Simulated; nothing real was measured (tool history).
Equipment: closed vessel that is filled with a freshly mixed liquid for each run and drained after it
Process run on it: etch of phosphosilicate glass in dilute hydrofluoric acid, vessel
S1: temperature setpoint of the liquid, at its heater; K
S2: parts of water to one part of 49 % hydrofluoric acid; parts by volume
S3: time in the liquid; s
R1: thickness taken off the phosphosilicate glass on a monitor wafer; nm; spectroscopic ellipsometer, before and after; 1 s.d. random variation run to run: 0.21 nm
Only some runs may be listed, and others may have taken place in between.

| run | hour | S1 | S2 | S3 | R1 |
|---|---|---|---|---|---|
| 1 | 0 | 296.15 | 215 | 95 | 37.624 |
| 2 | 8.7 | 298.65 | 215 | 95 | 41.912 |
| 3 | 15.4 | 298.65 | 175 | 95 | 53.12 |
| 4 | 15.9 | 298.65 | 130 | 95 | 77.045 |
| 5 | 19.8 | 298.65 | 205 | 95 | 44.042 |
|  | 26.3 | thermometer replaced |
| 6 | 26.3 | 297.15 | 215 | 95 | 42.075 |
| 7 | 28 | 296.15 | 230 | 95 | 37.421 |

Predict the results of run 8:
| 8 | 35.4 | 295.65 | 245 | 95 | ? |

Run 8 produced R1 33.752 nm.
